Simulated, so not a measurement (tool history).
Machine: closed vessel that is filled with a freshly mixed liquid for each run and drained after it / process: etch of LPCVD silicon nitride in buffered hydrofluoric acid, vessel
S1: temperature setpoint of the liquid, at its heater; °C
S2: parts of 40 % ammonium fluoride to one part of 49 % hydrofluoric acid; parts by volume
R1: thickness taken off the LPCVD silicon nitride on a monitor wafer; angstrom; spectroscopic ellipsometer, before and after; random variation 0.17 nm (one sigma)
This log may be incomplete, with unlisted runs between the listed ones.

run 1 hour=0 | S1=24 S2=11 time_in_the_liquid_(s)=720 | R1=102.82
run 2 hour=2.7 | S1=24 S2=11 time_in_the_liquid_(s)=720 | R1=102.63
run 3 hour=9.7 | S1=25 S2=10.5 time_in_the_liquid_(s)=720 | R1=113.47
run 4 hour=10.7 | S1=25 S2=9 time_in_the_liquid_(s)=720 | R1=127.05
run 5 hour=18.3 | S1=26 S2=8.5 time_in_the_liquid_(s)=720 | R1=142.44
run 6 hour=19.7 | S1=26 S2=8.5 time_in_the_liquid_(s)=510 | R1=100.61
run 7 hour=28.6 | S1=27 S2=8 time_in_the_liquid_(s)=540 | R1=120.65

For run 8, what comes out?
run 8 hour=32.1 | S1=27.5 S2=7.5 time_in_the_liquid_(s)=565 | R1=?

{"run 8": {"R1": 137.94}}
